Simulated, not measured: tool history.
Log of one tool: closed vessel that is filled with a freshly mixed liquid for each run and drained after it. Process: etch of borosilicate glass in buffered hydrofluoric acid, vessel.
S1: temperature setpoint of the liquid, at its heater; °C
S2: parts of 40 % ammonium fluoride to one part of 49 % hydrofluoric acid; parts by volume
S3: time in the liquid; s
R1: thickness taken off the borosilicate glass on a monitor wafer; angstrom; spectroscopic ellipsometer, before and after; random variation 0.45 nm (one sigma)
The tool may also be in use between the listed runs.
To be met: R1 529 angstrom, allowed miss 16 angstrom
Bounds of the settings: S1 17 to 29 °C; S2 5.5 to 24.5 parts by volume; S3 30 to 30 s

{"run": 1, "day": 0.0, "S1": 21, "S2": 15, "S3": 30, "R1": 223.53}
{"run": 2, "day": 0.15, "S1": 23, "S2": 15, "S3": 30, "R1": 249.13}
{"run": 3, "day": 0.204, "S1": 25.5, "S2": 15, "S3": 30, "R1": 284.1}
{"run": 4, "day": 0.35, "S1": 25.5, "S2": 17.5, "S3": 30, "R1": 244.13}
{"run": 5, "day": 0.654, "S1": 26.5, "S2": 15.5, "S3": 30, "R1": 287.55}
{"run": 6, "day": 0.817, "S1": 27, "S2": 13.5, "S3": 30, "R1": 338.45}
{"run": 7, "day": 1.096, "S1": 27.5, "S2": 12.5, "S3": 30, "R1": 376.5}
{"run": 8, "day": 1.25, "S1": 29, "S2": 8, "S3": 30, "R1": 617.69}
{"run": 9, "day": 1.367, "S1": 28.5, "S2": 8, "S3": 30, "R1": 593.27}
{"run": 10, "day": 1.5, "S1": 28, "S2": 8, "S3": 30, "R1": 582.2}
{"run": 11, "day": 1.725, "S1": 27.5, "S2": 8, "S3": 30, "R1": 576.67}
{"run": 12, "day": 1.938, "S1": 27, "S2": 8, "S3": 30, "R1": 556.89}

4 next moves are on the table. One of them brings every result within its allowed miss. Which?
{"run": "A", "day": 2.15, "S1": 29, "S2": 8.5, "S3": 30, "R1": "?"}
{"run": "B", "day": 2.15, "S1": 26, "S2": 8, "S3": 30, "R1": "?"}
{"run": "C", "day": 2.15, "S1": 27, "S2": 7.5, "S3": 30, "R1": "?"}
{"run": "D", "day": 2.15, "S1": 28, "S2": 8, "S3": 30, "R1": "?"}

move=A R1=572.73
move=B R1=523.41
move=C R1=592.26
move=D R1=581.22
A: further off than the last run
B: meets every target
C: further off than the last run
D: further off than the last run
Move B is the one to make.

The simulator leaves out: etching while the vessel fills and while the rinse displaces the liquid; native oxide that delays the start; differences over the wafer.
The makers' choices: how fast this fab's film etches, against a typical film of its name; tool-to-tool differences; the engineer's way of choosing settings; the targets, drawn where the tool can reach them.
